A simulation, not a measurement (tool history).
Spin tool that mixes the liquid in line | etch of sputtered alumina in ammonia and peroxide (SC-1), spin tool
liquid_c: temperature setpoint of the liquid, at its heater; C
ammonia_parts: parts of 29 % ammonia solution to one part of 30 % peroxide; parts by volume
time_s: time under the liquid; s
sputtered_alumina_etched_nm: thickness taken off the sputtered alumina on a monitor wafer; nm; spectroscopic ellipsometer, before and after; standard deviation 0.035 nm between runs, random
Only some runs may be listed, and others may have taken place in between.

run	hour	liquid_c	ammonia_parts	time_s	sputtered_alumina_etched_nm
1	0	59	0.75	70	7.2286
2	8.8	57.5	0.75	70	6.7508
3	14.3	57.5	0.75	75	7.2457
4	18	57.5	0.85	75	7.268
5	21.3	57.5	0.85	75	7.2378
6	22.7	57.5	1.05	75	7.4671
7	29	57.5	1.05	75	7.4905
8	32.9	49.5	1	75	4.769
9	34	49	1	75	4.7215
10	39.2	48.5	1	75	4.6219
11	44.6	48	1	75	4.4146

Predict the results of run 12:
12	51	47.5	1	75	?

Run 12 yielded sputtered_alumina_etched_nm 4.2431 nm.
